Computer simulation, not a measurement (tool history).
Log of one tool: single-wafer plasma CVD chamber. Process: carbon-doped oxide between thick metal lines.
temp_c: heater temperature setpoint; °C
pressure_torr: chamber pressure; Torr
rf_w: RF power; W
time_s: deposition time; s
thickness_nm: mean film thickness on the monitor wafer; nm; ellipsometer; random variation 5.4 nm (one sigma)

run	hour	temp_c	pressure_torr	rf_w	time_s	thickness_nm
1	0.0	340	3.65	640	183	1088.20
2	7.7	342	3.50	615	182	1030.70
3	11.7	345	3.34	610	182	1014.00
4	16.6	347	3.19	600	182	995.91
5	23.4	348	3.08	590	182	973.00
6	26.6	358	3.08	590	182	953.17

Run 7 comes next. What will it give?
7	30.1	359	2.79	550	181	?

Run 7 gave thickness_nm 868.95 nm.

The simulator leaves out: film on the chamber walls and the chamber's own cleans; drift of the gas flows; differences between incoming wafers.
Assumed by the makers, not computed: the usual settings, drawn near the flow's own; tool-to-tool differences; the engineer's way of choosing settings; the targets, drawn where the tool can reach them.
